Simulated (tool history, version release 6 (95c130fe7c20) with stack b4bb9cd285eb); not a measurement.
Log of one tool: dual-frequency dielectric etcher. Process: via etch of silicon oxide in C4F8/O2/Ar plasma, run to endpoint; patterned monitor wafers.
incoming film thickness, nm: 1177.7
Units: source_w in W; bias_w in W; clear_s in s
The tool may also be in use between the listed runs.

run	hour	source_w	bias_w	clear_s
1	0.0	1900	2002	226.06
2	6.6	2080	2046	216.21
3	15.1	2080	1778	229.86
4	16.4	2220	1878	218.57
5	24.3	2220	1636	231.40
6	25.9	2330	1764	218.92
7	30.9	2420	1846	211.91

Run 8 comes next. What will it give?
# hour 33.6: source power generator calibrated
8	33.6	2480	1915	?

clear_s: 209.62 s

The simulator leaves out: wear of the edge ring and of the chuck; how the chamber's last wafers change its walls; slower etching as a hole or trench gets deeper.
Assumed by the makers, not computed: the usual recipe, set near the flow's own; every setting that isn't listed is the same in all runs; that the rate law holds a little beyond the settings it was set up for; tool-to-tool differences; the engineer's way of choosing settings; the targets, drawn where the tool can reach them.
